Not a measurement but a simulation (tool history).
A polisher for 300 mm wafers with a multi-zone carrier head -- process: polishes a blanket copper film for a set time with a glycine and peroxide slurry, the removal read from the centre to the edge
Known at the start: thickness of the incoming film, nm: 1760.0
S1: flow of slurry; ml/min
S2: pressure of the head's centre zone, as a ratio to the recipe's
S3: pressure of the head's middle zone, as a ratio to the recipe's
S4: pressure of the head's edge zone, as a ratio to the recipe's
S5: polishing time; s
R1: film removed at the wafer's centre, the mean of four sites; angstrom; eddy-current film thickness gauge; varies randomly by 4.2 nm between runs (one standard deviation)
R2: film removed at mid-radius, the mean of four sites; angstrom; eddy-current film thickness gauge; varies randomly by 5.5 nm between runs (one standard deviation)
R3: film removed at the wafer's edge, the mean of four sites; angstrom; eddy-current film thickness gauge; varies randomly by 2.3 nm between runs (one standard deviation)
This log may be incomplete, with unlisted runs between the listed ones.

run 1 hour=0 | S1=210 S2=1 S3=1 S4=1 S5=88 | R1=5968.2 R2=5840.8 R3=5640.6
run 2 hour=1.7 | S1=200 S2=0.97 S3=0.99 S4=0.96 S5=76 | R1=4935.1 R2=4990.7 R3=4784.8
run 3 hour=4.2 | S1=200 S2=0.97 S3=0.99 S4=1.01 S5=76 | R1=4914.6 R2=5063 R3=4825.9
run 4 hour=5.8 | S1=190 S2=0.96 S3=0.99 S4=0.98 S5=68 | R1=4328.4 R2=4302.4 R3=4244.2
run 5 hour=8.4 | S1=190 S2=1.02 S3=0.99 S4=0.98 S5=68 | R1=4642.1 R2=4405.8 R3=4316.7
run 6 hour=14.5 | S1=190 S2=1.02 S3=1.06 S4=0.98 S5=68 | R1=4636.9 R2=4625.7 R3=4278.1

Expected results for the next run?
run 7 hour=19.9 | S1=190 S2=1.02 S3=1.06 S4=0.98 S5=68 | R1=? R2=? R3=?

R1: 4590.9 angstrom
R2: 4649.4 angstrom
R3: 4275.9 angstrom
